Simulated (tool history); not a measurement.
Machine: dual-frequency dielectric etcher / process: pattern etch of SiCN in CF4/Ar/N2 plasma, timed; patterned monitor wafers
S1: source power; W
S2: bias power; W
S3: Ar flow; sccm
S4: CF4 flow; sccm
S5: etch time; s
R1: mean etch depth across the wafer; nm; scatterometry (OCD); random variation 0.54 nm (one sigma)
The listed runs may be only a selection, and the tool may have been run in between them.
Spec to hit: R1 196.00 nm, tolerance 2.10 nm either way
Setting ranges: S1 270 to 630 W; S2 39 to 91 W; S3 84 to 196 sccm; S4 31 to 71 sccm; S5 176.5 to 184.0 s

run 1 hour=0.0 | S1=450 S2=65 S3=140 S4=51 S5=176.5 | R1=138.58
run 2 hour=0.8 | S1=450 S2=65 S3=140 S4=44 S5=176.5 | R1=135.91
run 3 hour=4.7 | S1=480 S2=65 S3=140 S4=44 S5=176.5 | R1=144.69
run 4 hour=10.4 | S1=520 S2=65 S3=140 S4=44 S5=176.5 | R1=155.19
run 5 hour=12.3 | S1=550 S2=66 S3=140 S4=44 S5=176.5 | R1=165.18
run 6 hour=17.5 | S1=550 S2=66 S3=140 S4=50 S5=176.5 | R1=168.38
run 7 hour=18.3 | S1=570 S2=66 S3=140 S4=50 S5=176.5 | R1=174.58
run 8 hour=20.4 | S1=590 S2=66 S3=140 S4=50 S5=176.5 | R1=180.22

4 candidate next runs follow, results not yet known. Just one meets every target within its allowed miss. Identify it.
run A hour=22.5 | S1=580 S2=81 S3=174 S4=46 S5=180.0 | R1=?
run B hour=22.5 | S1=630 S2=69 S3=152 S4=52 S5=179.0 | R1=?
run C hour=22.5 | S1=630 S2=58 S3=141 S4=41 S5=177.0 | R1=?
run D hour=22.5 | S1=590 S2=71 S3=123 S4=43 S5=181.0 | R1=?

move=A R1=191.67
move=B R1=196.58
move=C R1=174.12
move=D R1=191.69
A: nearer the targets than the last run, but a result is still out of spec
B: all results land within tolerance of their targets
C: moves away from the targets compared with the last run
D: nearer the targets than the last run, but a result is still out of spec
B is the move that brings every result within its allowed miss.
